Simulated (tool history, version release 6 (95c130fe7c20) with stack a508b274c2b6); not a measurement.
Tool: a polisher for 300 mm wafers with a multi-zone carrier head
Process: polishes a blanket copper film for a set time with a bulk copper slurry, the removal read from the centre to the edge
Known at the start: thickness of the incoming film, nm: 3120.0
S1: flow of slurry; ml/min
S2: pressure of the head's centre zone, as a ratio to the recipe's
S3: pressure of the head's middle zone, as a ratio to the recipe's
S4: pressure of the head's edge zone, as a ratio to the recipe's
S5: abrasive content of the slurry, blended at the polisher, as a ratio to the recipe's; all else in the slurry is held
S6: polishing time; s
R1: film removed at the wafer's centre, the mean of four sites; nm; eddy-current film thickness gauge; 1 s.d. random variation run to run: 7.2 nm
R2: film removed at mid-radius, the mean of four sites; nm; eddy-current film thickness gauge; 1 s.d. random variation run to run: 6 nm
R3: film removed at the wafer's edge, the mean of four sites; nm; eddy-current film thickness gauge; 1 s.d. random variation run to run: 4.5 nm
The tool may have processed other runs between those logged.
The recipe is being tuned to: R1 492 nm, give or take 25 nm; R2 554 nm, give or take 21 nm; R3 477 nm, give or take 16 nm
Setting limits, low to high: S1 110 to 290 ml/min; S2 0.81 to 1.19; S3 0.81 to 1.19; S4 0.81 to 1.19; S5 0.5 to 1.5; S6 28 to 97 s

Run 1, day 0: S1 185 ml/min, S2 1, S3 1, S4 1, S5 1, S6 62 s. Result: R1 454.33 nm, R2 445.79 nm, R3 430.41 nm.
Run 2, day 0.096: S1 190 ml/min, S2 1, S3 1.02, S4 1.01, S5 1.05, S6 62 s. Result: R1 457.16 nm, R2 453.49 nm, R3 439.3 nm.
Run 3, day 0.362: S1 190 ml/min, S2 1.07, S3 1.02, S4 1.01, S5 1.05, S6 62 s. Result: R1 498.52 nm, R2 456.63 nm, R3 438.2 nm.
Run 4, day 0.512: S1 190 ml/min, S2 1.07, S3 1.02, S4 1.06, S5 1.05, S6 62 s. Result: R1 497.22 nm, R2 450.5 nm, R3 453.03 nm.
Run 5, day 0.833: S1 190 ml/min, S2 1.07, S3 1.02, S4 1, S5 1.05, S6 62 s. Result: R1 490.55 nm, R2 453.12 nm, R3 438.8 nm.
Run 6, day 0.888: S1 190 ml/min, S2 1.11, S3 1.02, S4 1, S5 1.05, S6 62 s. Result: R1 506.11 nm, R2 449.56 nm, R3 430.48 nm.
Run 7, day 0.933: S1 195 ml/min, S2 1.09, S3 1.05, S4 1.01, S5 1.05, S6 62 s. Result: R1 503.34 nm, R2 456.98 nm, R3 431.6 nm.
Run 8, day 1.167: S1 195 ml/min, S2 1.07, S3 1.07, S4 1.01, S5 1.1, S6 62 s. Result: R1 501.78 nm, R2 475.16 nm, R3 438.01 nm.
Run 9, day 1.192: S1 240 ml/min, S2 0.97, S3 1.17, S4 1.09, S5 1.2, S6 62 s. Result: R1 494.79 nm, R2 532.92 nm, R3 478.57 nm.
Run 10, day 1.533: S1 240 ml/min, S2 0.97, S3 1.17, S4 1.08, S5 1.2, S6 62 s. Result: R1 492.21 nm, R2 516.78 nm, R3 471.87 nm.

Next run, 4 choices. One meets every target within its allowed miss, the rest don't. Which?
Run A, day 1.875: S1 215 ml/min, S2 0.94, S3 1.19, S4 1.02, S5 1.25, S6 65 s. Result: R1 ?, R2 ?, R3 ?.
Run B, day 1.875: S1 255 ml/min, S2 0.98, S3 1.17, S4 1.15, S5 0.75, S6 63 s. Result: R1 ?, R2 ?, R3 ?.
Run C, day 1.875: S1 290 ml/min, S2 1.06, S3 0.97, S4 1.18, S5 1.2, S6 59 s. Result: R1 ?, R2 ?, R3 ?.
Run D, day 1.875: S1 275 ml/min, S2 0.99, S3 1.07, S4 1.16, S5 1.45, S6 56 s. Result: R1 ?, R2 ?, R3 ?.

move      R1      R2      R3
   A  489.04  547.84  475.92
   B     456  488.04  452.04
   C  501.91  448.95  473.32
   D  466.37  467.55  460.03
A: in spec on every target
B: the biggest miss grows against the last run
C: the biggest miss grows against the last run
D: the biggest miss grows against the last run
Answer: A
